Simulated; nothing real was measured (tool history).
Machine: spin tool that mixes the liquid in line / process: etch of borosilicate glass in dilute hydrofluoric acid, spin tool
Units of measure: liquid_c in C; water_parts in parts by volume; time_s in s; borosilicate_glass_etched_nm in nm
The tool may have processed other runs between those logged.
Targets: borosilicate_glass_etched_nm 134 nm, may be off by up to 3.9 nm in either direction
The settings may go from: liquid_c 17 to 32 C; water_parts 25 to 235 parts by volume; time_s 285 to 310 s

{"run": 1, "hour": 0.0, "liquid_c": 24, "water_parts": 130, "time_s": 285, "borosilicate_glass_etched_nm": 56.254}
{"run": 2, "hour": 2.7, "liquid_c": 25.5, "water_parts": 120, "time_s": 285, "borosilicate_glass_etched_nm": 65.15}
{"run": 3, "hour": 10.0, "liquid_c": 29, "water_parts": 120, "time_s": 285, "borosilicate_glass_etched_nm": 73.996}
{"run": 4, "hour": 10.9, "liquid_c": 29, "water_parts": 120, "time_s": 285, "borosilicate_glass_etched_nm": 74.527}
{"run": 5, "hour": 15.6, "liquid_c": 29.5, "water_parts": 110, "time_s": 285, "borosilicate_glass_etched_nm": 83.341}
{"run": 6, "hour": 23.0, "liquid_c": 29.5, "water_parts": 65, "time_s": 285, "borosilicate_glass_etched_nm": 152.04}
{"run": 7, "hour": 28.3, "liquid_c": 29, "water_parts": 65, "time_s": 285, "borosilicate_glass_etched_nm": 149.08}
{"run": 8, "hour": 30.0, "liquid_c": 28.5, "water_parts": 65, "time_s": 285, "borosilicate_glass_etched_nm": 146.89}
{"run": 9, "hour": 34.1, "liquid_c": 28, "water_parts": 65, "time_s": 285, "borosilicate_glass_etched_nm": 142.32}
{"run": 10, "hour": 34.7, "liquid_c": 27.5, "water_parts": 65, "time_s": 285, "borosilicate_glass_etched_nm": 140.2}

4 next moves are on the table. One of them brings every result within its allowed miss. Which?
{"run": "A", "hour": 35.3, "liquid_c": 26.5, "water_parts": 75, "time_s": 310, "borosilicate_glass_etched_nm": "?"}
{"run": "B", "hour": 35.3, "liquid_c": 27, "water_parts": 70, "time_s": 285, "borosilicate_glass_etched_nm": "?"}
{"run": "C", "hour": 35.3, "liquid_c": 28, "water_parts": 75, "time_s": 310, "borosilicate_glass_etched_nm": "?"}
{"run": "D", "hour": 35.3, "liquid_c": 29.5, "water_parts": 85, "time_s": 310, "borosilicate_glass_etched_nm": "?"}

move=A borosilicate_glass_etched_nm=124.08
move=B borosilicate_glass_etched_nm=125.52
move=C borosilicate_glass_etched_nm=131.6
move=D borosilicate_glass_etched_nm=121.31
A: takes the result that was furthest off past its target
B: takes the result that was furthest off past its target
C: each result inside its tolerance
D: takes the result that was furthest off past its target
The right move is C.
